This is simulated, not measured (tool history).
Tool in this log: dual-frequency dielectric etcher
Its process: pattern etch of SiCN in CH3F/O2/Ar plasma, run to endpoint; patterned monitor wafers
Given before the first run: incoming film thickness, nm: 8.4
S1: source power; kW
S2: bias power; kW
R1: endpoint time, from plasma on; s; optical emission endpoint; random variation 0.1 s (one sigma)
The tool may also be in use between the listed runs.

run 1 hour=0 | S1=0.39 S2=0.076 | R1=23.103
run 2 hour=0.7 | S1=0.39 S2=0.082 | R1=22.385
run 3 hour=6.9 | S1=0.39 S2=0.09 | R1=22.02
run 4 hour=8 | S1=0.35 S2=0.09 | R1=22.882
run 5 hour=16.8 | S1=0.35 S2=0.103 | R1=22.202
run 6 hour=23.1 | S1=0.34 S2=0.099 | R1=22.42

What does the tool deliver on the next run?
run 7 hour=28.3 | S1=0.33 S2=0.095 | R1=?

R1: 23.124 s

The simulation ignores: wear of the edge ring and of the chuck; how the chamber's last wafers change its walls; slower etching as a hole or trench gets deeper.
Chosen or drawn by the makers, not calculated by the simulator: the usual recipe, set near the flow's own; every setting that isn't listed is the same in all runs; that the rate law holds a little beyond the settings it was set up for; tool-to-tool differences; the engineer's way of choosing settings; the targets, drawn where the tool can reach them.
